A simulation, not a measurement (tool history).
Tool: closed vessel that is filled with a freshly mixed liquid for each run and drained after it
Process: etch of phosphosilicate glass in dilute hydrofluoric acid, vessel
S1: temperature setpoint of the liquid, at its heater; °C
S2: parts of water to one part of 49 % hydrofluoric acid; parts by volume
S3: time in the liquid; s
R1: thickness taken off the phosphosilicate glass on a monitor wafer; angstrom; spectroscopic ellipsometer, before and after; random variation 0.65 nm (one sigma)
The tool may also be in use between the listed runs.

| run | hour | S1 | S2 | S3 | R1 |
|---|---|---|---|---|---|
| 1 | 0.0 | 26.0 | 290 | 180 | 550.03 |
| 2 | 3.2 | 28.5 | 290 | 180 | 604.46 |
| 3 | 10.9 | 28.5 | 375 | 180 | 428.49 |
| 4 | 19.9 | 28.5 | 375 | 180 | 423.50 |
| 5 | 29.0 | 29.0 | 365 | 180 | 446.95 |
| 6 | 35.0 | 29.5 | 355 | 180 | 466.29 |
| 7 | 37.2 | 30.0 | 345 | 180 | 507.19 |
| 8 | 41.5 | 30.5 | 335 | 180 | 531.71 |
| 9 | 47.3 | 31.0 | 325 | 180 | 561.57 |

Forecast run 10:
| 10 | 48.8 | 31.5 | 320 | 180 | ? |

{"run 10": {"R1": 577.66}}
